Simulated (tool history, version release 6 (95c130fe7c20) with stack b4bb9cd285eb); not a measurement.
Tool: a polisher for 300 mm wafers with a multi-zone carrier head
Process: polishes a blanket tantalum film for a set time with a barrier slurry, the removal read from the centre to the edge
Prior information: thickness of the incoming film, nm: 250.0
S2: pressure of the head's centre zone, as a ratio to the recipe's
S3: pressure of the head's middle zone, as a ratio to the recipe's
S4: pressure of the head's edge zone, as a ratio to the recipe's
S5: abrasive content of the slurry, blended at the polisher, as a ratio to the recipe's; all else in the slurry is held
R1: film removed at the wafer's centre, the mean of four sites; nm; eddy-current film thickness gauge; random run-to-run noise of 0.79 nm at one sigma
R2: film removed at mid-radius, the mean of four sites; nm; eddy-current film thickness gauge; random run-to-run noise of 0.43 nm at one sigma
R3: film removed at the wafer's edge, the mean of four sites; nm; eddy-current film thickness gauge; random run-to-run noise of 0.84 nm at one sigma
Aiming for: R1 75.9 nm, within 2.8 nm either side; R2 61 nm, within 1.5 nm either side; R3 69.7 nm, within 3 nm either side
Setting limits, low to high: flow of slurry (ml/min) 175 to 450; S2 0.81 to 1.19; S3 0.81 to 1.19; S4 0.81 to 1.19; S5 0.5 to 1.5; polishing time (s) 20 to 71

run 1 hour=0 | flow_of_slurry_(ml/min)=290 S2=1 S3=1 S4=1 S5=1 polishing_time_(s)=45 | R1=102.32 R2=97.62 R3=99.654
run 2 hour=7.9 | flow_of_slurry_(ml/min)=290 S2=1 S3=1 S4=1.07 S5=1 polishing_time_(s)=45 | R1=101.58 R2=98.674 R3=106.69
run 3 hour=15.1 | flow_of_slurry_(ml/min)=280 S2=1 S3=0.95 S4=1.03 S5=0.85 polishing_time_(s)=43 | R1=91.152 R2=85.799 R3=92.832
run 4 hour=16.5 | flow_of_slurry_(ml/min)=275 S2=1.02 S3=0.91 S4=1.01 S5=0.75 polishing_time_(s)=42 | R1=87.772 R2=77.528 R3=86.973
run 5 hour=22 | flow_of_slurry_(ml/min)=275 S2=1.02 S3=0.91 S4=1.09 S5=0.75 polishing_time_(s)=42 | R1=89.282 R2=76.628 R3=89.994
run 6 hour=25.2 | flow_of_slurry_(ml/min)=275 S2=1.02 S3=0.91 S4=1.09 S5=0.85 polishing_time_(s)=42 | R1=91.266 R2=81.898 R3=94.412
run 7 hour=31.3 | flow_of_slurry_(ml/min)=275 S2=1.03 S3=0.9 S4=1.06 S5=0.75 polishing_time_(s)=41 | R1=85.26 R2=74.784 R3=86.223
run 8 hour=36.2 | flow_of_slurry_(ml/min)=275 S2=1.04 S3=0.88 S4=1.03 S5=0.7 polishing_time_(s)=41 | R1=85.015 R2=72.744 R3=83.391
run 9 hour=41.2 | flow_of_slurry_(ml/min)=270 S2=1.05 S3=0.86 S4=1.01 S5=0.65 polishing_time_(s)=40 | R1=80.803 R2=67.271 R3=78.662
run 10 hour=43 | flow_of_slurry_(ml/min)=265 S2=1.05 S3=0.85 S4=0.98 S5=0.65 polishing_time_(s)=40 | R1=79.833 R2=65.988 R3=76.534
run 11 hour=43.9 | flow_of_slurry_(ml/min)=255 S2=1.05 S3=0.84 S4=0.95 S5=0.65 polishing_time_(s)=40 | R1=81.006 R2=65.113 R3=76.341
run 12 hour=47.7 | flow_of_slurry_(ml/min)=270 S2=1.03 S3=0.84 S4=0.87 S5=0.5 polishing_time_(s)=38 | R1=68.303 R2=55.968 R3=60.485
run 13 hour=49.2 | flow_of_slurry_(ml/min)=275 S2=1.1 S3=0.89 S4=0.97 S5=0.55 polishing_time_(s)=36 | R1=71.468 R2=57.548 R3=64.169
run 14 hour=50.3 | flow_of_slurry_(ml/min)=275 S2=1.1 S3=0.89 S4=0.97 S5=0.55 polishing_time_(s)=36 | R1=71.273 R2=57.977 R3=64.276
run 15 hour=52.6 | flow_of_slurry_(ml/min)=275 S2=1.11 S3=0.89 S4=0.99 S5=0.55 polishing_time_(s)=36 | R1=70.939 R2=57.794 R3=64.782
run 16 hour=55.5 | flow_of_slurry_(ml/min)=275 S2=1.12 S3=0.89 S4=1 S5=0.55 polishing_time_(s)=36 | R1=73.856 R2=58.313 R3=64.787
run 17 hour=59.9 | flow_of_slurry_(ml/min)=275 S2=1.12 S3=0.89 S4=1.02 S5=0.55 polishing_time_(s)=36 | R1=72.535 R2=56.962 R3=65.453
run 18 hour=64.8 | flow_of_slurry_(ml/min)=280 S2=1.12 S3=0.9 S4=1.03 S5=0.55 polishing_time_(s)=36 | R1=72.22 R2=58.735 R3=67.103
run 19 hour=69.8 | flow_of_slurry_(ml/min)=285 S2=1.13 S3=0.9 S4=1.04 S5=0.55 polishing_time_(s)=36 | R1=73.624 R2=57.805 R3=65.529
run 20 hour=76.4 | flow_of_slurry_(ml/min)=280 S2=1.13 S3=0.91 S4=1.05 S5=0.55 polishing_time_(s)=36 | R1=72.31 R2=58.858 R3=66.513
run 21 hour=81.8 | flow_of_slurry_(ml/min)=315 S2=1.17 S3=0.93 S4=1.1 S5=0.6 polishing_time_(s)=36 | R1=79.773 R2=62.701 R3=71.826
run 22 hour=88.1 | flow_of_slurry_(ml/min)=305 S2=1.16 S3=0.93 S4=1.1 S5=0.6 polishing_time_(s)=36 | R1=78.551 R2=62.916 R3=71.308
run 23 hour=90.5 | flow_of_slurry_(ml/min)=295 S2=1.16 S3=0.93 S4=1.1 S5=0.6 polishing_time_(s)=36 | R1=79.154 R2=61.733 R3=70.792

4 candidate next runs follow, results not yet known. Just one meets every target within its allowed miss. Identify it.
run A hour=92.9 | flow_of_slurry_(ml/min)=350 S2=1.14 S3=1.1 S4=1 S5=0.5 polishing_time_(s)=35 | R1=? R2=? R3=?
run B hour=92.9 | flow_of_slurry_(ml/min)=200 S2=1.16 S3=0.95 S4=1.11 S5=0.65 polishing_time_(s)=35 | R1=? R2=? R3=?
run C hour=92.9 | flow_of_slurry_(ml/min)=360 S2=1.1 S3=1.04 S4=1.01 S5=0.55 polishing_time_(s)=35 | R1=? R2=? R3=?
run D hour=92.9 | flow_of_slurry_(ml/min)=315 S2=1.19 S3=1 S4=1.04 S5=0.65 polishing_time_(s)=32 | R1=? R2=? R3=?

move=A R1=69.63 R2=64.188 R3=61.61
move=B R1=73.827 R2=60.47 R3=69.375
move=C R1=70.361 R2=64.496 R3=64.867
move=D R1=73.754 R2=60.731 R3=64.023
A: pushes the last run's worst result past its target
B: every result lands within tolerance
C: pushes the last run's worst result past its target
D: meets the target for the result that was furthest off, but another lies outside its allowed miss
The right move is B.
